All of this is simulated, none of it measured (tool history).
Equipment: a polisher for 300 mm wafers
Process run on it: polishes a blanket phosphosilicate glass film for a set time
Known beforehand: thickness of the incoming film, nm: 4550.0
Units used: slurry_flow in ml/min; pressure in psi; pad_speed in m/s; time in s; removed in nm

run,hour,slurry_flow,pressure,pad_speed,slurry_solids,time,removed
1,0.0,280,2.2,1.06,1.0,60,308.03
2,6.0,285,2.5,1.06,1.0,60,350.24
3,11.6,285,2.2,1.06,1.0,60,311.95
4,19.7,285,2.2,1.34,1.0,60,375.77
5,23.5,285,2.2,1.34,1.0,60,376.77
6,30.2,285,2.2,1.34,1.1,60,391.65
7,34.5,290,2.4,1.34,1.1,60,422.79
8,38.4,290,2.5,1.34,1.1,60,444.56

Run 9, settings as shown, results not yet in. Your forecast:
9,43.2,295,2.6,1.34,1.1,60,?

Run 9 came out at removed 455.47 nm.
